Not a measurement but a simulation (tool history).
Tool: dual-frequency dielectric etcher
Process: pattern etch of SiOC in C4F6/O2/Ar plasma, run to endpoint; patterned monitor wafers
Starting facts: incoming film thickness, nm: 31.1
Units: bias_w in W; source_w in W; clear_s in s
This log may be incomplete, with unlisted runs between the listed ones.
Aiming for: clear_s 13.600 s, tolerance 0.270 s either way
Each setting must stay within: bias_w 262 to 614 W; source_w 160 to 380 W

run,hour,bias_w,source_w,clear_s
1,0.0,438,270,11.511
2,6.5,390,260,12.114
3,13.2,356,250,12.761
4,22.0,337,250,13.100
5,29.4,412,250,12.047
6,38.1,412,220,12.487
# hour 43.1: bias power generator calibrated
7,43.1,388,220,13.220
8,45.6,380,220,13.289

4 next moves are on the table. One of them brings every result within its allowed miss. Which?
A,48.1,439,200,?
B,48.1,396,230,?
C,48.1,355,240,?
D,48.1,428,180,?

move,clear_s
A,12.820
B,12.691
C,13.027
D,13.440
A: lands further from the targets than the last run did
B: lands further from the targets than the last run did
C: lands further from the targets than the last run did
D: each result inside its tolerance
The move that meets every target is D.

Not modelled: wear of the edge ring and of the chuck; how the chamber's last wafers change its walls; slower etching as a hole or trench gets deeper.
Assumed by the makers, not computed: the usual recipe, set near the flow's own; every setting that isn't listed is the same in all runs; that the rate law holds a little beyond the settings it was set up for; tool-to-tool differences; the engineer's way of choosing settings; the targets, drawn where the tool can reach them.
